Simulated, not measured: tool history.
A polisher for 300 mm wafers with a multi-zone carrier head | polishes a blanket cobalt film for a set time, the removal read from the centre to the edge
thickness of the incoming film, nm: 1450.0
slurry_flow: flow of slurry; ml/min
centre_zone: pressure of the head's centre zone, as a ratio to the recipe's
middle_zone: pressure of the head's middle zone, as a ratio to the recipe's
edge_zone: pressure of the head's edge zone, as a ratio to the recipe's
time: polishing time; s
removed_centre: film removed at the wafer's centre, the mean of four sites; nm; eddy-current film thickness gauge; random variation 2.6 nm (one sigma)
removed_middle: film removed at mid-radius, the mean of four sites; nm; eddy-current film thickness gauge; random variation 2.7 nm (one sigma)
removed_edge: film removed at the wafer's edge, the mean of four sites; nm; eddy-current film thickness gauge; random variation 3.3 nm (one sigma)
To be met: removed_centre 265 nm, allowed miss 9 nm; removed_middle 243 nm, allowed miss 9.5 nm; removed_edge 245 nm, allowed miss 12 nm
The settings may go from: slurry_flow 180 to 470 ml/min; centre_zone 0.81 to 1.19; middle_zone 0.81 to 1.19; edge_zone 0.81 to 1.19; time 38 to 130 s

| run | day | slurry_flow | centre_zone | middle_zone | edge_zone | time | removed_centre | removed_middle | removed_edge |
|---|---|---|---|---|---|---|---|---|---|
| 1 | 0 | 300 | 1 | 1 | 1 | 84 | 408.91 | 424.19 | 417.16 |
| 2 | 0.162 | 300 | 1 | 0.92 | 1 | 84 | 420.56 | 391.91 | 417.57 |
| 3 | 0.258 | 300 | 1 | 0.92 | 0.98 | 79 | 393.17 | 368.8 | 389.57 |
| 4 | 0.617 | 300 | 1 | 0.92 | 0.96 | 75 | 379.75 | 345.92 | 370.12 |
| 5 | 0.792 | 300 | 1 | 0.99 | 0.96 | 75 | 370.5 | 367.33 | 369.23 |
| 6 | 0.846 | 300 | 1 | 0.99 | 0.95 | 71 | 350.01 | 347.62 | 345.11 |
| 7 | 1.021 | 300 | 1 | 0.99 | 0.94 | 68 | 341.73 | 334.37 | 320.4 |
| 8 | 1.133 | 300 | 0.99 | 0.98 | 0.93 | 66 | 328.22 | 320.22 | 317.03 |
| 9 | 1.271 | 300 | 0.99 | 0.98 | 0.92 | 64 | 315.73 | 316.61 | 303.04 |
| 10 | 1.492 | 300 | 0.99 | 0.97 | 0.91 | 63 | 314.84 | 307.75 | 302.18 |
| 11 | 1.646 | 300 | 0.99 | 0.96 | 0.9 | 61 | 301.39 | 287.93 | 286.06 |
| 12 | 1.783 | 300 | 0.99 | 0.96 | 0.89 | 60 | 300.67 | 290.77 | 284.93 |

Which of these 4 next moves meets every target?
| A | 1.921 | 255 | 0.96 | 0.86 | 1.02 | 56 | ? | ? | ? |
| B | 1.921 | 315 | 1.02 | 0.91 | 0.94 | 57 | ? | ? | ? |
| C | 1.921 | 320 | 1.04 | 0.95 | 0.81 | 54 | ? | ? | ? |
| D | 1.921 | 420 | 1.02 | 0.93 | 0.91 | 51 | ? | ? | ? |

| move | removed_centre | removed_middle | removed_edge |
|---|---|---|---|
| A | 271.66 | 239.5 | 280.78 |
| B | 297.25 | 259.49 | 277.99 |
| C | 287.01 | 255.12 | 246.3 |
| D | 271.62 | 240.96 | 248.54 |
A: brings the result that was furthest off to its target, and leaves another outside
B: nearer than the last run, and not there yet
C: nearer than the last run, and not there yet
D: meets every target
The right move is D.
